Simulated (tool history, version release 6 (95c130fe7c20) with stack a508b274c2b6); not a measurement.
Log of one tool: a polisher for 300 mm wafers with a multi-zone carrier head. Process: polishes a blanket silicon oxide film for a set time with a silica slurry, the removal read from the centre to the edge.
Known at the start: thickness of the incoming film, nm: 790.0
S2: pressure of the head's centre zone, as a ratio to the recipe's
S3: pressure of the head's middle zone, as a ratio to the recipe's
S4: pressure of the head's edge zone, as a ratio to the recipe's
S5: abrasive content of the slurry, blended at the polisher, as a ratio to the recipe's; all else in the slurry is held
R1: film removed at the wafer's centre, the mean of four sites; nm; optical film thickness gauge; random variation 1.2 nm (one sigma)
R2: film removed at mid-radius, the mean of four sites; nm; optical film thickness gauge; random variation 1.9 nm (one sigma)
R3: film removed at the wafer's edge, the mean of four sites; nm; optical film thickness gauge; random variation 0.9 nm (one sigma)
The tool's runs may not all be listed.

run 1 hour=0 | flow_of_slurry_(ml/min)=160 S2=1 S3=1 S4=1 S5=1 polishing_time_(s)=31 | R1=119.62 R2=120.1 R3=119.26
run 2 hour=3.5 | flow_of_slurry_(ml/min)=175 S2=1.03 S3=1.02 S4=1.03 S5=1.05 polishing_time_(s)=31 | R1=127.77 R2=123.61 R3=123.55
run 3 hour=6.7 | flow_of_slurry_(ml/min)=185 S2=1.04 S3=1.04 S4=1.05 S5=1.1 polishing_time_(s)=31 | R1=131.29 R2=127.9 R3=128.3
run 4 hour=10.8 | flow_of_slurry_(ml/min)=225 S2=1.04 S3=1.04 S4=1.05 S5=1.1 polishing_time_(s)=31 | R1=133.84 R2=127.99 R3=129.21
run 5 hour=14.7 | flow_of_slurry_(ml/min)=225 S2=1.04 S3=1.04 S4=1.05 S5=0.95 polishing_time_(s)=31 | R1=126.4 R2=125.74 R3=122.52
run 6 hour=16.6 | flow_of_slurry_(ml/min)=225 S2=1.04 S3=1.04 S4=1.05 S5=0.95 polishing_time_(s)=37 | R1=150.07 R2=146.61 R3=147.83
run 7 hour=18.2 | flow_of_slurry_(ml/min)=225 S2=1.05 S3=1.03 S4=1.02 S5=0.95 polishing_time_(s)=37 | R1=150.66 R2=147.14 R3=146.22
run 8 hour=22.1 | flow_of_slurry_(ml/min)=225 S2=1.06 S3=1.02 S4=1 S5=0.95 polishing_time_(s)=37 | R1=153.78 R2=146.49 R3=145.02

Run 9 comes next. What will it give?
run 9 hour=30.7 | flow_of_slurry_(ml/min)=225 S2=1.06 S3=1.01 S4=0.98 S5=0.95 polishing_time_(s)=37 | R1=? R2=? R3=?

Run 9 gave R1 153.28 nm, R2 142.74 nm, R3 143.5 nm.
